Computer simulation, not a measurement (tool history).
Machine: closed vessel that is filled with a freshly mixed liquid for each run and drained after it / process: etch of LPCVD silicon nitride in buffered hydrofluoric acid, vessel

run,hour,temperature setpoint of the liquid (°C),parts of 40 % ammonium fluoride to one part of 49 % hydrofluoric acid (parts by volume),time in the liquid (s),thickness taken off the LPCVD silicon nitride on a monitor wafer (angstrom)
1,0,21,9,180,23.015
2,8.2,23.5,9,180,26.253
3,13.7,23.5,10.5,180,23.428
4,18.9,21.5,10.5,180,21.047
5,21.6,20,10.5,180,19.116
6,26.4,20,10.5,180,19.258
7,28.3,20,10.5,180,19.082
8,36,19,10.5,180,18.214

Run 9, settings as shown, results not yet in. Your forecast:
9,37.7,17,11,180,?

For run 9 the tool returned thickness taken off the LPCVD silicon nitride on a monitor wafer (angstrom) 15.631.
